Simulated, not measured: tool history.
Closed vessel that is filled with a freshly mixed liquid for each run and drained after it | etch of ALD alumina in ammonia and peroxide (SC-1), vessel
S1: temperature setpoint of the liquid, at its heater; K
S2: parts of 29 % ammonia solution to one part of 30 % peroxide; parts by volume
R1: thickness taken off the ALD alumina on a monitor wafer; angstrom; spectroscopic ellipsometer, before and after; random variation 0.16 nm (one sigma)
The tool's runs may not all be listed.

run 1 day=0 | S1=332.15 S2=0.65 time_in_the_liquid_(s)=110 | R1=105.92
run 2 day=0.042 | S1=334.65 S2=0.65 time_in_the_liquid_(s)=110 | R1=119.36
run 3 day=0.117 | S1=336.65 S2=0.65 time_in_the_liquid_(s)=110 | R1=133.22
run 4 day=0.167 | S1=337.65 S2=0.65 time_in_the_liquid_(s)=110 | R1=139.9
run 5 day=0.396 | S1=338.65 S2=0.65 time_in_the_liquid_(s)=110 | R1=145.73
run 6 day=0.629 | S1=339.65 S2=0.65 time_in_the_liquid_(s)=110 | R1=153.14
run 7 day=0.983 | S1=340.15 S2=0.65 time_in_the_liquid_(s)=110 | R1=156.3
run 8 day=1.254 | S1=340.65 S2=0.65 time_in_the_liquid_(s)=110 | R1=161.97

What does the tool deliver on the next run?
run 9 day=1.312 | S1=341.15 S2=0.65 time_in_the_liquid_(s)=110 | R1=?

{"run 9": {"R1": 165.58}}

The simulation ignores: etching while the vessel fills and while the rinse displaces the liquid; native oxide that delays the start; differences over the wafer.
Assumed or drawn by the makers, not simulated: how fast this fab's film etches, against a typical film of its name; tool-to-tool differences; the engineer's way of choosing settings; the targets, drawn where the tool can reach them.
